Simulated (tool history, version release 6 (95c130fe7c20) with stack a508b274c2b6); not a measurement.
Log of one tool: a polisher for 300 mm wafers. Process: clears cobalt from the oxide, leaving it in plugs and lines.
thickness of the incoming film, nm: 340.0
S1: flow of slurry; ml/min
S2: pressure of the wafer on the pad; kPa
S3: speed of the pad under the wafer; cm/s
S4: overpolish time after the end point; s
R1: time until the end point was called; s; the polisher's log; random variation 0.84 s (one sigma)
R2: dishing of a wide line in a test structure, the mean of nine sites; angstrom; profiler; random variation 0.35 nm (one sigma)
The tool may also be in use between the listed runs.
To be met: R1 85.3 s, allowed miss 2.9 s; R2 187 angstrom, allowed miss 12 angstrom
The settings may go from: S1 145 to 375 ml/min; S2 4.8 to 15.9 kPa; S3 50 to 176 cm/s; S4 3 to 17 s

run 1 hour=0 | S1=240 S2=10.3 S3=112 S4=9 | R1=67.817 R2=273.7
run 2 hour=7.1 | S1=240 S2=10.3 S3=112 S4=6 | R1=66.624 R2=195.2
run 3 hour=14.5 | S1=260 S2=10.3 S3=112 S4=6 | R1=66.388 R2=204.68
run 4 hour=23.2 | S1=260 S2=11.7 S3=112 S4=6 | R1=60.88 R2=216.1
run 5 hour=25 | S1=260 S2=10.3 S3=112 S4=6 | R1=66.996 R2=199.81
run 6 hour=28.3 | S1=205 S2=10.3 S3=112 S4=6 | R1=69.833 R2=193.65
run 7 hour=34.1 | S1=195 S2=9.7 S3=112 S4=6 | R1=75.728 R2=181.85
run 8 hour=41.2 | S1=185 S2=9.7 S3=112 S4=6 | R1=74.379 R2=188.16
run 9 hour=45 | S1=180 S2=9 S3=112 S4=6 | R1=78.991 R2=178.44
run 10 hour=53.1 | S1=180 S2=8.3 S3=112 S4=8 | R1=83.787 R2=213.98

4 next moves are on the table. One of them brings every result within its allowed miss. Which?
run A hour=61.2 | S1=165 S2=7.6 S3=124 S4=9 | R1=? R2=?
run B hour=61.2 | S1=145 S2=9 S3=116 S4=10 | R1=? R2=?
run C hour=61.2 | S1=195 S2=9 S3=112 S4=9 | R1=? R2=?
run D hour=61.2 | S1=200 S2=8.3 S3=108 S4=7 | R1=? R2=?

move=A R1=83.199 R2=232.5
move=B R1=80.238 R2=258.06
move=C R1=78.544 R2=242.71
move=D R1=86.215 R2=185.67
A: further off than the last run
B: further off than the last run
C: further off than the last run
D: meets every target
Move D is the one to make.

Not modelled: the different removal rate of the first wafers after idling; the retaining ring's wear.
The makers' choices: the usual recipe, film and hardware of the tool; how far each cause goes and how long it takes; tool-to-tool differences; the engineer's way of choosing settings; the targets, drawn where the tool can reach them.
